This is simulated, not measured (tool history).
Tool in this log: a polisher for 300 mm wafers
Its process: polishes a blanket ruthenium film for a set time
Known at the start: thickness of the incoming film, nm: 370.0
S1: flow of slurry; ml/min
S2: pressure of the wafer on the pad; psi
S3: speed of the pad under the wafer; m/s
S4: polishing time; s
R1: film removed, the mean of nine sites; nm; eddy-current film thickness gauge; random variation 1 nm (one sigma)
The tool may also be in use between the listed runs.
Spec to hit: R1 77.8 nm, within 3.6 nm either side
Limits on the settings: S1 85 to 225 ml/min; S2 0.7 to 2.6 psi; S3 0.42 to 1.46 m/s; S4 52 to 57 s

run    day   S1   S2    S3  S4      R1
  1      0  145  1.6  0.94  57  52.548
  2  0.196  165  1.6  0.94  57  55.421
  3  0.396  165  1.6  1.12  57   63.05
  4  0.425  165  1.6  1.12  52  56.798
  5  0.625  170  1.7  1.12  52  59.774
  6  0.817  170  1.5  1.12  52  54.772
  7  1.004  170  1.6  1.12  52   57.45
  8  1.125  170  1.7  1.12  52  60.773
  9  1.479  170  1.8  1.12  52  66.435
 10  1.567  175    2  1.12  52  70.899

5 next moves are on the table. One of them brings every result within its allowed miss. Which?
  A  1.654  175  2.1  1.16  52   ?
  B  1.654  165    2  0.96  53   ?
  C  1.654  175  1.8  1.08  52   ?
  D  1.654  180  2.1     1  52   ?
  E  1.654  190  1.9  1.08  52   ?

move      R1
   A  78.817
   B  63.952
   C  63.559
   D  69.225
   E  67.839
A: meets every target
B: moves away from the targets compared with the last run
C: moves away from the targets compared with the last run
D: moves away from the targets compared with the last run
E: moves away from the targets compared with the last run
Correct choice: A, which meets every target
